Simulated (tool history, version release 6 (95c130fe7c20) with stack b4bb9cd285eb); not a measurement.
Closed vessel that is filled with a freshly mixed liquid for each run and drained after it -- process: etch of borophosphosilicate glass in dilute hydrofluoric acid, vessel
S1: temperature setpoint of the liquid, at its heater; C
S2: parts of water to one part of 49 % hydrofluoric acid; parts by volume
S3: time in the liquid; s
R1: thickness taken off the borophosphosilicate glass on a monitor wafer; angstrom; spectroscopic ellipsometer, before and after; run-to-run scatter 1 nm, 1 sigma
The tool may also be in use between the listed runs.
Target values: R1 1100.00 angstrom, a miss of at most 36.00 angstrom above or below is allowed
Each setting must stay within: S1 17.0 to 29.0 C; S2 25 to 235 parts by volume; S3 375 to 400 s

run,hour,S1,S2,S3,R1
1,0.0,21.0,130,375,536.49
2,6.4,23.0,130,375,580.99
3,14.7,23.0,95,375,847.10
4,21.9,24.5,95,375,889.90
5,30.7,25.5,95,375,925.74
6,32.5,26.5,95,375,966.36
7,37.9,27.0,95,375,983.05
8,44.8,27.5,95,375,1013.00
9,46.1,28.0,95,375,1026.10

Exercise: of the 5 proposed moves below, exactly one satisfies all targets within the stated allowed misses. Which move is it?
A,47.4,28.5,90,390,?
B,47.4,28.5,85,385,?
C,47.4,28.0,85,375,?
D,47.4,26.5,85,400,?
E,47.4,28.5,90,375,?

move,R1
A,1145.70
B,1206.00
C,1152.20
D,1159.30
E,1101.70
A: carries the result that was furthest off beyond its target, to the other side
B: carries the result that was furthest off beyond its target, to the other side
C: carries the result that was furthest off beyond its target, to the other side
D: carries the result that was furthest off beyond its target, to the other side
E: all results in spec
The move that meets every target is E.

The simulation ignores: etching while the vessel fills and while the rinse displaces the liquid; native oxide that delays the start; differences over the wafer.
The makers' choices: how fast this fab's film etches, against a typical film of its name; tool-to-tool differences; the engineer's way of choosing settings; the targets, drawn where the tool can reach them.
